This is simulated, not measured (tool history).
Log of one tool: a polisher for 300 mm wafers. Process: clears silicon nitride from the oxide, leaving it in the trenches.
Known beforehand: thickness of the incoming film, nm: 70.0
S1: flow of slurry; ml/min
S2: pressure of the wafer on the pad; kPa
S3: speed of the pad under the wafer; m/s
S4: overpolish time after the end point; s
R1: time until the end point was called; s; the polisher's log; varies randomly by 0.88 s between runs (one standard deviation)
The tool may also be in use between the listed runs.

run    day   S1    S2    S3  S4      R1
  1  0.000  250  13.8  0.76  14  118.03
  2  0.338  250  15.2  0.76  14  107.49
  3  0.496  300  15.2  0.76  14  109.06
  4  0.738  300  15.2  0.64  14  124.93
  5  1.029  300  15.2  0.48  14  163.54
  6  1.075  300  15.2  0.48  14  163.22
  7  1.408  300  16.5  0.54  14  134.71
  8  1.642  300  17.9  0.58  14  116.75
  9  1.988  300  17.9  0.58  14  118.68

The next listed run, before its measurement:
 10  2.283  300  18.6  0.62  14   ?

R1: 105.44 s
